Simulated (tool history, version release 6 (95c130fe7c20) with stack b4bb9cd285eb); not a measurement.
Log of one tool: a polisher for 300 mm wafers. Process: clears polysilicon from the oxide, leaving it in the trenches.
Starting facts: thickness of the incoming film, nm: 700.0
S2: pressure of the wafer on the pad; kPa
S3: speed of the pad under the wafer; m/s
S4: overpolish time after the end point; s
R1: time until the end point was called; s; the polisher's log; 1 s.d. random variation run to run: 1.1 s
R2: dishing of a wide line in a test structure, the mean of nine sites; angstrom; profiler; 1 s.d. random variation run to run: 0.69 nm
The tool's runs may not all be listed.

run 1 hour=0 | flow_of_slurry_(ml/min)=225 S2=18.6 S3=1.1 S4=10 | R1=42.554 R2=594.56
run 2 hour=5.8 | flow_of_slurry_(ml/min)=225 S2=15.9 S3=1.1 S4=10 | R1=49.48 R2=563.82
run 3 hour=14.8 | flow_of_slurry_(ml/min)=225 S2=13.8 S3=1.04 S4=11 | R1=59.616 R2=557.63
run 4 hour=22.5 | flow_of_slurry_(ml/min)=225 S2=13.8 S3=1.28 S4=11 | R1=49.41 R2=581.76
run 5 hour=24.2 | flow_of_slurry_(ml/min)=220 S2=12.4 S3=1.2 S4=11 | R1=57.356 R2=559.81
run 6 hour=27.9 | flow_of_slurry_(ml/min)=220 S2=12.4 S3=1.2 S4=13 | R1=57.716 R2=586.32
run 7 hour=28.9 | flow_of_slurry_(ml/min)=215 S2=11.7 S3=1.14 S4=13 | R1=63.834 R2=570.54

Expected results for the next run?
run 8 hour=29.5 | flow_of_slurry_(ml/min)=210 S2=11 S3=1.1 S4=13 | R1=? R2=?

{"run 8": {"R1": 71.964, "R2": 560.25}}

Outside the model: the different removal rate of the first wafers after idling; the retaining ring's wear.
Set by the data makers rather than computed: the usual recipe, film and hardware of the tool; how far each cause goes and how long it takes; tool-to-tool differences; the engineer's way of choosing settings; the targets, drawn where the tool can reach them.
